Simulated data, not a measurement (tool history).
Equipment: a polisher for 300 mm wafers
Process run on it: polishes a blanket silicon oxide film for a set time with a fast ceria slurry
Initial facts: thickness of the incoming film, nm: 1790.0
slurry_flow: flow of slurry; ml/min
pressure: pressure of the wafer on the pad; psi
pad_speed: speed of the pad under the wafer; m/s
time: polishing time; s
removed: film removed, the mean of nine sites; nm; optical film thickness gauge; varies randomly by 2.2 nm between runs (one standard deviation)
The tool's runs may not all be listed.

run 1 hour=0 | slurry_flow=150 pressure=3.3 pad_speed=1.26 time=18 | removed=473.45
run 2 hour=6.8 | slurry_flow=150 pressure=2.9 pad_speed=1.16 time=18 | removed=388.37
run 3 hour=8 | slurry_flow=165 pressure=2.9 pad_speed=1.16 time=18 | removed=398.35
run 4 hour=13.9 | slurry_flow=160 pressure=2.6 pad_speed=1.08 time=18 | removed=325.36
run 5 hour=15.7 | slurry_flow=160 pressure=3.3 pad_speed=1.08 time=18 | removed=417.31
run 6 hour=23.5 | slurry_flow=155 pressure=2.9 pad_speed=1.04 time=18 | removed=348.14
run 7 hour=28.3 | slurry_flow=150 pressure=2.6 pad_speed=1 time=18 | removed=300.83
run 8 hour=35.6 | slurry_flow=145 pressure=2.3 pad_speed=0.98 time=18 | removed=260.3
run 9 hour=40.4 | slurry_flow=140 pressure=2.1 pad_speed=0.98 time=18 | removed=236.55
run 10 hour=48.8 | slurry_flow=135 pressure=2 pad_speed=0.98 time=18 | removed=224.98
run 11 hour=57 | slurry_flow=130 pressure=1.9 pad_speed=0.98 time=18 | removed=210.93

The next listed run, before its measurement:
run 12 hour=64.3 | slurry_flow=125 pressure=1.9 pad_speed=0.98 time=18 | removed=?

Run 12 came out at removed 212.31 nm.
